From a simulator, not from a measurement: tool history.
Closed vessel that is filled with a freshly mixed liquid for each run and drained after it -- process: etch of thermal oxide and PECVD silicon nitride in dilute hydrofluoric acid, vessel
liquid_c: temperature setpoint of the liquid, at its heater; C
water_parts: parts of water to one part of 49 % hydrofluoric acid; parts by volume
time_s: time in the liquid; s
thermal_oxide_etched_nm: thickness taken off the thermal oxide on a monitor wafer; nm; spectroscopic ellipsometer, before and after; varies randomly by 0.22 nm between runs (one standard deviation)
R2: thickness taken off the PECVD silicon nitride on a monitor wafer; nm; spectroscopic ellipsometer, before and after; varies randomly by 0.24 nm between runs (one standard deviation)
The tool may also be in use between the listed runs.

{"run": 1, "hour": 0.0, "liquid_c": 24, "water_parts": 100, "time_s": 305, "thermal_oxide_etched_nm": 14.175, "R2": 18.111}
{"run": 2, "hour": 7.5, "liquid_c": 26, "water_parts": 100, "time_s": 305, "thermal_oxide_etched_nm": 15.377, "R2": 20.704}
{"run": 3, "hour": 13.1, "liquid_c": 25.5, "water_parts": 90, "time_s": 300, "thermal_oxide_etched_nm": 16.726, "R2": 21.823}
{"run": 4, "hour": 14.5, "liquid_c": 25.5, "water_parts": 85, "time_s": 295, "thermal_oxide_etched_nm": 17.544, "R2": 22.653}
{"run": 5, "hour": 19.0, "liquid_c": 26.5, "water_parts": 85, "time_s": 295, "thermal_oxide_etched_nm": 17.911, "R2": 24.055}
{"run": 6, "hour": 25.6, "liquid_c": 23, "water_parts": 85, "time_s": 295, "thermal_oxide_etched_nm": 15.771, "R2": 19.06}
{"run": 7, "hour": 28.9, "liquid_c": 23, "water_parts": 80, "time_s": 290, "thermal_oxide_etched_nm": 16.779, "R2": 19.952}

What will run 8 give?
{"run": 8, "hour": 35.9, "liquid_c": 23, "water_parts": 80, "time_s": 290, "thermal_oxide_etched_nm": "?", "R2": "?"}

{"run 8": {"thermal_oxide_etched_nm": 16.886, "R2": 19.996}}

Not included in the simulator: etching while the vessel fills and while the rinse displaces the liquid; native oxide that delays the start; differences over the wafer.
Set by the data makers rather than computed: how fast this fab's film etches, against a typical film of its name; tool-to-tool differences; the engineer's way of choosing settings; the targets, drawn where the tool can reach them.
